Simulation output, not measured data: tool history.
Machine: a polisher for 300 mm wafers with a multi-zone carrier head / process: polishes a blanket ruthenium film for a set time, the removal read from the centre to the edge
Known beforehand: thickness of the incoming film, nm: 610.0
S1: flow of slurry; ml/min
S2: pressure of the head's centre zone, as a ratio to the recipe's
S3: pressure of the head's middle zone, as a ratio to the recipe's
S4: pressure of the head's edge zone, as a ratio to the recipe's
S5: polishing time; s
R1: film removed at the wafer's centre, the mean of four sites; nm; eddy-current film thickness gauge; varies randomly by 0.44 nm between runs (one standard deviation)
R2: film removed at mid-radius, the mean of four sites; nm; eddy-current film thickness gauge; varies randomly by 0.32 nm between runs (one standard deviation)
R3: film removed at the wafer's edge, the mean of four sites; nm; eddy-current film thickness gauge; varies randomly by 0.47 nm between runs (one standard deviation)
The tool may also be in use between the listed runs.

run 1 day=0 | S1=245 S2=1 S3=1 S4=1 S5=41 | R1=37.907 R2=37.134 R3=38.212
run 2 day=0.275 | S1=245 S2=1 S3=1 S4=1 S5=45 | R1=41.184 R2=40.544 R3=42.02
run 3 day=0.575 | S1=245 S2=1 S3=0.96 S4=1 S5=45 | R1=42.027 R2=39.253 R3=41.569
run 4 day=0.8 | S1=245 S2=1 S3=0.96 S4=0.92 S5=45 | R1=41.348 R2=39.976 R3=41.169
run 5 day=0.85 | S1=285 S2=1 S3=0.96 S4=0.92 S5=45 | R1=41.667 R2=40.357 R3=40.679
run 6 day=1.2 | S1=275 S2=1.01 S3=0.91 S4=0.94 S5=42 | R1=39.906 R2=36.587 R3=38.476
run 7 day=1.392 | S1=265 S2=1.02 S3=0.88 S4=0.96 S5=40 | R1=38.301 R2=33.519 R3=36.027
run 8 day=1.688 | S1=255 S2=1.02 S3=0.86 S4=0.98 S5=39 | R1=36.69 R2=32.422 R3=36.372

For run 9, what comes out?
run 9 day=2.029 | S1=250 S2=1.04 S3=0.84 S4=0.98 S5=38 | R1=? R2=? R3=?

{"run 9": {"R1": 36.029, "R2": 30.907, "R3": 34.689}}
